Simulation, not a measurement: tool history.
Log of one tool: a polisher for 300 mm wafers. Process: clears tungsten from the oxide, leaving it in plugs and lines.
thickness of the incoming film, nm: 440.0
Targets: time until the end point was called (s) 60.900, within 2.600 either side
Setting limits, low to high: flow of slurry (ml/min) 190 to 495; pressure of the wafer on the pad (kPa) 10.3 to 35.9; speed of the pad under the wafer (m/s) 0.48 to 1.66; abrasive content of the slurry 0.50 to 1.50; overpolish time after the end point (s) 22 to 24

| run | hour | flow of slurry (ml/min) | pressure of the wafer on the pad (kPa) | speed of the pad under the wafer (m/s) | abrasive content of the slurry | overpolish time after the end point (s) | time until the end point was called (s) |
|---|---|---|---|---|---|---|---|
| 1 | 0.0 | 320 | 22.8 | 1.06 | 1.00 | 22 | 117.820 |
| 2 | 2.0 | 320 | 25.5 | 1.06 | 1.00 | 22 | 105.220 |
| 3 | 7.4 | 320 | 27.6 | 1.08 | 1.00 | 22 | 94.124 |
| 4 | 9.7 | 260 | 27.6 | 1.08 | 1.00 | 22 | 95.548 |
| 5 | 18.6 | 260 | 24.1 | 1.08 | 1.00 | 22 | 109.080 |
| 6 | 25.7 | 305 | 24.1 | 1.08 | 1.00 | 22 | 108.570 |
|  | 27.4 | head pressure recalibrated |
| 7 | 27.4 | 305 | 26.9 | 1.10 | 1.00 | 22 | 89.006 |
| 8 | 30.0 | 310 | 28.3 | 1.10 | 1.00 | 22 | 81.727 |
| 9 | 35.7 | 320 | 29.0 | 1.10 | 1.00 | 22 | 83.306 |
| 10 | 36.8 | 320 | 30.3 | 1.10 | 1.00 | 22 | 77.388 |

Consider the 5 candidate settings below. Which is the only one whose results all fall within their allowed miss of target?
| A | 37.9 | 300 | 32.4 | 1.22 | 1.00 | 24 | ? |
| B | 37.9 | 325 | 33.8 | 1.36 | 0.70 | 24 | ? |
| C | 37.9 | 270 | 30.3 | 1.28 | 0.95 | 22 | ? |
| D | 37.9 | 295 | 35.9 | 1.28 | 1.10 | 24 | ? |
| E | 37.9 | 265 | 33.1 | 1.42 | 1.05 | 22 | ? |

| move | time until the end point was called (s) |
|---|---|
| A | 65.742 |
| B | 61.412 |
| C | 68.530 |
| D | 55.602 |
| E | 55.617 |
A: closes in on the targets versus the last run, not all within tolerance yet
B: in spec on every target
C: closes in on the targets versus the last run, not all within tolerance yet
D: carries the result that was furthest off beyond its target, to the other side
E: carries the result that was furthest off beyond its target, to the other side
The right move is B.

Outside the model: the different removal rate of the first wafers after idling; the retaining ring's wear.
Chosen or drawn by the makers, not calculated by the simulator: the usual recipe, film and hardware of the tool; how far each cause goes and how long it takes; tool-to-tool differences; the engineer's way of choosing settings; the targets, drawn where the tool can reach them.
